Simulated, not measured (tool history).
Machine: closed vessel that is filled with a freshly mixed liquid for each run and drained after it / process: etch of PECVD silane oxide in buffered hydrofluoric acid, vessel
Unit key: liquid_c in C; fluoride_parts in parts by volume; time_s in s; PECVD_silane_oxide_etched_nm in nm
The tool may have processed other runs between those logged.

run,hour,liquid_c,fluoride_parts,time_s,PECVD_silane_oxide_etched_nm
1,0,23,14,105,184.25
2,7.1,19.5,14,105,152.96
3,16.4,22,14,105,173.02
4,17.4,24.5,14,105,200.84
5,25,24.5,11,105,254.94
6,30.8,26.5,11,105,282.24

What will run 7 give?
7,35.3,25.5,11,105,?

PECVD_silane_oxide_etched_nm: 267.66 nm
